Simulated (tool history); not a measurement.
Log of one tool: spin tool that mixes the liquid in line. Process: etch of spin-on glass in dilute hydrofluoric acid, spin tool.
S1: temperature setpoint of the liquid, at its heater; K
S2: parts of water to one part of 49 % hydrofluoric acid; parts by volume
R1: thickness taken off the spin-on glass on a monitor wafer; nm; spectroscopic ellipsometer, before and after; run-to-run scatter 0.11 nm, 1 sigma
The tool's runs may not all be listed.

run 1 day=0.000 | S1=297.15 S2=250 time_under_the_liquid_(s)=270 | R1=40.684
run 2 day=0.329 | S1=296.15 S2=260 time_under_the_liquid_(s)=270 | R1=37.456
run 3 day=0.521 | S1=295.15 S2=270 time_under_the_liquid_(s)=270 | R1=34.654
run 4 day=0.571 | S1=295.15 S2=205 time_under_the_liquid_(s)=270 | R1=48.495
run 5 day=0.788 | S1=293.65 S2=205 time_under_the_liquid_(s)=270 | R1=45.623
run 6 day=0.912 | S1=293.65 S2=205 time_under_the_liquid_(s)=290 | R1=49.086
run 7 day=1.054 | S1=293.15 S2=225 time_under_the_liquid_(s)=290 | R1=43.007
run 8 day=1.133 | S1=292.65 S2=240 time_under_the_liquid_(s)=290 | R1=39.008

Predict the results of run 9:
run 9 day=1.192 | S1=292.15 S2=250 time_under_the_liquid_(s)=290 | R1=?

{"run 9": {"R1": 36.467}}
